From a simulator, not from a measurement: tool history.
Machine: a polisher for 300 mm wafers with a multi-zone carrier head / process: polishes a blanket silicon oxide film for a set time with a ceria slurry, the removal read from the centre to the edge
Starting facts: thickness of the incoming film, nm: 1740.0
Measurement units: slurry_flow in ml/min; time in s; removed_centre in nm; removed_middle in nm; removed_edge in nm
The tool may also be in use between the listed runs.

run,hour,slurry_flow,centre_zone,middle_zone,edge_zone,time,removed_centre,removed_middle,removed_edge
1,0,210,1,1,1,39,155.06,161.3,157.32
2,8.9,210,1,1.04,1,39,154.75,161.31,152.57
3,15.6,210,1.07,1.04,1,39,167.73,157.96,155.57
4,20.1,165,1.07,1.04,1,39,160.45,155.55,152.52
5,26.5,165,1.07,1.04,0.92,39,157.71,153.58,147.11
6,35.2,165,1.07,1.04,0.88,39,160.03,156.35,143.78

Run 7 is up next; what results do you expect?
7,36.3,170,1.04,1,0.89,36,?,?,?

removed_centre: 141.66 nm
removed_middle: 139.58 nm
removed_edge: 132.52 nm
